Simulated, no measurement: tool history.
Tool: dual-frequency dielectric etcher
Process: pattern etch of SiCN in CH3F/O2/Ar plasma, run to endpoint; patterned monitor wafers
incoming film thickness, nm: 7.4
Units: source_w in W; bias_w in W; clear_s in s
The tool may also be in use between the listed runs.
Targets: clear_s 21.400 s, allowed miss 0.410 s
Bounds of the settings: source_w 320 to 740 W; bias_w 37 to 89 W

| run | hour | source_w | bias_w | clear_s |
|---|---|---|---|---|
| 1 | 0.0 | 530 | 63 | 19.213 |
| 2 | 3.0 | 620 | 63 | 17.987 |
| 3 | 10.8 | 620 | 69 | 17.626 |
| 4 | 14.1 | 620 | 63 | 18.013 |
| 5 | 18.1 | 620 | 73 | 17.128 |
| 6 | 18.7 | 620 | 82 | 16.488 |
| 7 | 25.2 | 560 | 79 | 17.509 |
| 8 | 33.4 | 560 | 79 | 17.346 |
| 9 | 42.2 | 510 | 76 | 18.272 |
| 10 | 48.5 | 470 | 74 | 19.081 |
| 11 | 52.3 | 440 | 73 | 19.499 |
| 12 | 59.0 | 420 | 72 | 20.137 |
| 13 | 60.3 | 420 | 72 | 20.202 |
| 14 | 68.5 | 420 | 72 | 20.210 |
| 15 | 73.4 | 410 | 72 | 20.381 |
|  | 81.9 | wet clean of the chamber |
| 16 | 81.9 | 400 | 72 | 20.031 |
| 17 | 88.5 | 380 | 71 | 20.506 |
| 18 | 96.6 | 370 | 71 | 20.884 |
| 19 | 100.0 | 370 | 71 | 20.874 |

Which of these 5 next moves meets every target?
| A | 103.4 | 410 | 68 | ? |
| B | 103.4 | 360 | 77 | ? |
| C | 103.4 | 390 | 69 | ? |
| D | 103.4 | 450 | 51 | ? |
| E | 103.4 | 400 | 71 | ? |

| move | clear_s |
|---|---|
| A | 20.296 |
| B | 20.511 |
| C | 20.609 |
| D | 21.395 |
| E | 20.207 |
A: further off than the last run
B: further off than the last run
C: further off than the last run
D: meets every target
E: further off than the last run
The right move is D.
